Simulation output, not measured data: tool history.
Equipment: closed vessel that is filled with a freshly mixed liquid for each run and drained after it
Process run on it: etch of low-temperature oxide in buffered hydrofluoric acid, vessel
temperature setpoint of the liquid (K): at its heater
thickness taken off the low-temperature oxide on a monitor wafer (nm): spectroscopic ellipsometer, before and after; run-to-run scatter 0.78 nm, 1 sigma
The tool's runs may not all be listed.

run  hour  temperature setpoint of the liquid (K)  parts of 40 % ammonium fluoride to one part of 49 % hydrofluoric acid (parts by volume)  time in the liquid (s)  thickness taken off the low-temperature oxide on a monitor wafer (nm)
  1     0                                  294.15                                                                                       10                      30                                                                 50.656
  2   4.3                                  296.15                                                                                      9.5                      30                                                                 58.712
  3   7.3                                  296.15                                                                                      9.5                      30                                                                 58.554
  4   9.6                                  296.15                                                                                      9.5                      30                                                                   58.1
  5  18.6                                  296.15                                                                                       11                      30                                                                 51.995
  6  24.1                                  297.65                                                                                       10                      30                                                                 61.129
  7  33.2                                  297.65                                                                                       10                      30                                                                 60.913
  8    35                                  298.65                                                                                        9                      30                                                                 68.954
  9  41.9                                  299.65                                                                                      8.5                      30                                                                 77.672
 10    43                                  300.15                                                                                        8                      30                                                                 85.421
 11  49.7                                  300.65                                                                                        8                      30                                                                 87.385

Predict the results of run 12:
 12  51.7                                  301.15                                                                                        8                      30                                                                      ?

thickness taken off the low-temperature oxide on a monitor wafer (nm): 90.972
